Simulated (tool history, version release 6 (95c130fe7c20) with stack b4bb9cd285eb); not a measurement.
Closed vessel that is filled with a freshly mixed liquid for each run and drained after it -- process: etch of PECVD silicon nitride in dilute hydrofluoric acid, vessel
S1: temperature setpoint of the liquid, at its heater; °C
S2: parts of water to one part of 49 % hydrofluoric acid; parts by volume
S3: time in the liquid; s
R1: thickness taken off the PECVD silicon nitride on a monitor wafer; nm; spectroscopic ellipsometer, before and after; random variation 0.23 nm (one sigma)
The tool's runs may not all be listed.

run	hour	S1	S2	S3	R1
1	0.0	25.0	135	3225	62.788
2	4.8	25.0	135	3430	67.204
3	14.7	26.5	135	3430	73.226
4	17.9	24.5	140	3430	61.424
5	21.6	22.0	140	3430	52.974
6	27.0	21.0	140	3430	48.959
7	31.0	20.0	140	3430	45.833
8	38.4	19.5	140	3430	44.572

What does the tool deliver on the next run?
9	48.2	19.0	140	3430	?

R1: 42.684 nm
